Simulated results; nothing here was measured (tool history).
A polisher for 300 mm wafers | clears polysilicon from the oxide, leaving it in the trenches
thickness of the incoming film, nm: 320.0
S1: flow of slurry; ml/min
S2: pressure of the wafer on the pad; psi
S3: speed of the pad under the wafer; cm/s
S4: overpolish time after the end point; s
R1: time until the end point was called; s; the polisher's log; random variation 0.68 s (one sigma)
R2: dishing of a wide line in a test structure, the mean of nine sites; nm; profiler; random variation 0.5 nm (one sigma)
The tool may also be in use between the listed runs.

{"run": 1, "hour": 0.0, "S1": 300, "S2": 2.7, "S3": 124, "S4": 29, "R1": 22.095, "R2": 47.978}
{"run": 2, "hour": 6.6, "S1": 300, "S2": 2.3, "S3": 120, "S4": 27, "R1": 25.477, "R2": 47.253}
{"run": 3, "hour": 9.9, "S1": 300, "S2": 2.3, "S3": 120, "S4": 20, "R1": 25.701, "R2": 46.902}
{"run": 4, "hour": 18.1, "S1": 300, "S2": 2, "S3": 114, "S4": 21, "R1": 30.221, "R2": 47.326}
{"run": 5, "hour": 26.1, "S1": 300, "S2": 1.8, "S3": 114, "S4": 17, "R1": 33.355, "R2": 46.278}
{"run": 6, "hour": 33.3, "S1": 300, "S2": 1.3, "S3": 114, "S4": 17, "R1": 46.754, "R2": 45.045}
{"hour": 41.1, "done": "head pressure recalibrated"}
{"run": 7, "hour": 41.1, "S1": 300, "S2": 1.4, "S3": 112, "S4": 18, "R1": 46.513, "R2": 44.836}
{"run": 8, "hour": 43.8, "S1": 300, "S2": 1.5, "S3": 110, "S4": 17, "R1": 45.439, "R2": 44.844}

The next listed run, before its measurement:
{"run": 9, "hour": 46.7, "S1": 295, "S2": 1.6, "S3": 110, "S4": 20, "R1": "?", "R2": "?"}

R1: 42.484 s
R2: 46.017 nm
